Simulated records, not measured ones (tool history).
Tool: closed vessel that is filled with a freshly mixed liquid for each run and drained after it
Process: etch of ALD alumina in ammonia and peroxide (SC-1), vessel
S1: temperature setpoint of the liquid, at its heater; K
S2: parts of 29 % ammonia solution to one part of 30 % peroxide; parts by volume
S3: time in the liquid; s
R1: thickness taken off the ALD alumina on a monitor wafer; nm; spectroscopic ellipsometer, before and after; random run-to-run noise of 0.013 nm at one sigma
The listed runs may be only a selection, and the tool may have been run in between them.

| run | hour | S1 | S2 | S3 | R1 |
|---|---|---|---|---|---|
| 1 | 0 | 333.15 | 0.65 | 50 | 2.8388 |
| 2 | 6.6 | 331.65 | 0.65 | 50 | 2.638 |
| 3 | 11 | 330.15 | 0.65 | 50 | 2.4463 |
| 4 | 18.2 | 329.15 | 0.65 | 50 | 2.3076 |
| 5 | 22.5 | 328.15 | 0.65 | 50 | 2.2073 |
| 6 | 27.9 | 328.15 | 0.75 | 50 | 2.2069 |
| 7 | 33.4 | 327.15 | 0.75 | 50 | 2.1253 |
| 8 | 40.2 | 326.65 | 0.75 | 50 | 2.0533 |

Estimate the outcome of run 9 from the log above:
| 9 | 49 | 326.15 | 0.75 | 50 | ? |

R1: 1.979 nm
